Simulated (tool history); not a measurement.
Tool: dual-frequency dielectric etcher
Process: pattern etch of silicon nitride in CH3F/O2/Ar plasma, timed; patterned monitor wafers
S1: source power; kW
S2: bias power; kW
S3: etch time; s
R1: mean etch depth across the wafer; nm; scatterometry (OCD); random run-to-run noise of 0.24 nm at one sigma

run  hour    S1     S2    S3      R1
  1     0  0.43  0.056  66.5  42.263
  2   7.9  0.43  0.056  69.5  43.898
  3  15.6  0.44  0.056  69.5  44.634
  4  17.5  0.44  0.056  66.5  42.549
  5  26.6  0.46  0.056  66.5   43.44
  6  29.6  0.46  0.052  66.5  43.229
  7    36  0.47  0.052  66.5  43.306
  8  37.7  0.48  0.052  66.5  43.993
  9    46  0.49  0.052  66.5  43.863
 10  51.1   0.5  0.052  66.5   44.66

Run 11 is up next; what results do you expect?
 11  59.3  0.51  0.052  66.5   ?

R1: 45.144 nm

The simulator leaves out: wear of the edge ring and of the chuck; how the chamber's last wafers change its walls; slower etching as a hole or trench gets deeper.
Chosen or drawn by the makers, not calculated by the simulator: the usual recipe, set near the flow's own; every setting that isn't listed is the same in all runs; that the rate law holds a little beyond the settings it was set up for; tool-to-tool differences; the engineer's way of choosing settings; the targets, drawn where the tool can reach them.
